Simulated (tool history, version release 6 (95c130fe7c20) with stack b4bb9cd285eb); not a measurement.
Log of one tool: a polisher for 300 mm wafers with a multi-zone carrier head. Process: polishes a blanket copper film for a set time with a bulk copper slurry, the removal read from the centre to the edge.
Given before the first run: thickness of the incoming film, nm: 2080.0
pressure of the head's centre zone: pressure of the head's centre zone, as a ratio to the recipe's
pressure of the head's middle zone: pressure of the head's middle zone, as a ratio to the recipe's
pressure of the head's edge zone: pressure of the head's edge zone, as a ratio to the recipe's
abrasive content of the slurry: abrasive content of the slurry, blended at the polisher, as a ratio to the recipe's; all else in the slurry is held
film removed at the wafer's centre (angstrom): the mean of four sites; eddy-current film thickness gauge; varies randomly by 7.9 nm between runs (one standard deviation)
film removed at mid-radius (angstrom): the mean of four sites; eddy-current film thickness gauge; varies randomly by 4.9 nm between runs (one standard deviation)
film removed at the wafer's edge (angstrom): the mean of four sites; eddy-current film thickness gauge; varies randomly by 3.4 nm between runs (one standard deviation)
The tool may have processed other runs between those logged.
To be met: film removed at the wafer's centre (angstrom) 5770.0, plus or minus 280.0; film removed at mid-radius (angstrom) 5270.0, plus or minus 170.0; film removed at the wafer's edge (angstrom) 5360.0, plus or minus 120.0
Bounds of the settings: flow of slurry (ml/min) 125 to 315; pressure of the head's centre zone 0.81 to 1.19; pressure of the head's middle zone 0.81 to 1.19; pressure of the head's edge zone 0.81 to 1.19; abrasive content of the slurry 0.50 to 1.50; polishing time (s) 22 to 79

| run | hour | flow of slurry (ml/min) | pressure of the head's centre zone | pressure of the head's middle zone | pressure of the head's edge zone | abrasive content of the slurry | polishing time (s) | film removed at the wafer's centre (angstrom) | film removed at mid-radius (angstrom) | film removed at the wafer's edge (angstrom) |
|---|---|---|---|---|---|---|---|---|---|---|
| 1 | 0.0 | 205 | 1.00 | 1.00 | 1.00 | 1.00 | 50 | 4548.2 | 4675.9 | 4552.5 |
| 2 | 6.9 | 220 | 1.03 | 1.01 | 1.04 | 1.05 | 50 | 4820.2 | 4763.0 | 4815.5 |
| 3 | 10.3 | 265 | 1.03 | 1.01 | 1.04 | 1.05 | 50 | 4791.5 | 4940.1 | 4811.4 |
| 4 | 13.5 | 265 | 1.03 | 1.01 | 1.04 | 0.90 | 50 | 4784.4 | 4693.2 | 4697.1 |
| 5 | 21.4 | 265 | 1.03 | 1.01 | 1.04 | 0.90 | 55 | 5175.2 | 5184.2 | 5107.9 |
| 6 | 22.1 | 265 | 1.05 | 1.01 | 1.05 | 0.90 | 55 | 5222.6 | 5190.1 | 5129.5 |
| 7 | 23.3 | 265 | 1.08 | 1.01 | 1.06 | 0.90 | 55 | 5456.5 | 5206.2 | 5122.7 |
| 8 | 26.5 | 265 | 1.09 | 1.01 | 1.08 | 0.90 | 55 | 5438.1 | 5197.2 | 5218.2 |
| 9 | 29.4 | 265 | 1.10 | 1.01 | 1.09 | 0.90 | 55 | 5420.3 | 5190.4 | 5276.3 |

4 candidate next runs follow, results not yet known. Just one meets every target within its allowed miss. Identify it.
| A | 32.3 | 250 | 1.12 | 1.00 | 1.10 | 0.85 | 57 | ? | ? | ? |
| B | 32.3 | 315 | 1.00 | 1.12 | 1.06 | 1.05 | 51 | ? | ? | ? |
| C | 32.3 | 240 | 1.11 | 1.09 | 1.10 | 0.90 | 57 | ? | ? | ? |
| D | 32.3 | 270 | 0.93 | 1.03 | 1.19 | 1.00 | 52 | ? | ? | ? |

| move | film removed at the wafer's centre (angstrom) | film removed at mid-radius (angstrom) | film removed at the wafer's edge (angstrom) |
|---|---|---|---|
| A | 5858.8 | 5245.9 | 5342.3 |
| B | 5072.8 | 5593.0 | 5039.3 |
| C | 5868.9 | 5705.1 | 5398.8 |
| D | 4667.5 | 5166.8 | 5322.4 |
A: all results land within tolerance of their targets
B: moves away from the targets compared with the last run
C: meets the target for the result that was furthest off, but another lies outside its allowed miss
D: moves away from the targets compared with the last run
So the answer is move A, the one that meets all the targets.
